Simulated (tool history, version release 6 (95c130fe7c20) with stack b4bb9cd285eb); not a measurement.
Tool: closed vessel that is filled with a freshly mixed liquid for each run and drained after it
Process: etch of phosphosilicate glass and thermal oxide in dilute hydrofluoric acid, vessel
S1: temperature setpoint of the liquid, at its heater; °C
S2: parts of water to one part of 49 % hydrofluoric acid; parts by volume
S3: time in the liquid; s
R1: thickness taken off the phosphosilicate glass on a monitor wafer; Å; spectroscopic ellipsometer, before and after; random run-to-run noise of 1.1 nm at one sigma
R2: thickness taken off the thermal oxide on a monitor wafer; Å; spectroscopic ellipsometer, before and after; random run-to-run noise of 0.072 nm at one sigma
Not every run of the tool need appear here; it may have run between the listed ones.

run  hour    S1  S2  S3      R1      R2
  1     0    22  40  60  780.16  63.287
  2   7.9  24.5  40  60  864.26  70.623
  3  15.1    26  40  60  927.53  75.589
  4  19.1    23  40  60  825.27  66.841
  5  20.9    23  25  60    1334  109.17
  6  24.7    23  20  60  1668.1  134.88
  7  32.6  21.5  20  60  1551.8  126.69

Estimate the outcome of run 8 from the log above:
  8  33.5  20  20  60   ?   ?

R1: 1466.2 Å
R2: 119.42 Å

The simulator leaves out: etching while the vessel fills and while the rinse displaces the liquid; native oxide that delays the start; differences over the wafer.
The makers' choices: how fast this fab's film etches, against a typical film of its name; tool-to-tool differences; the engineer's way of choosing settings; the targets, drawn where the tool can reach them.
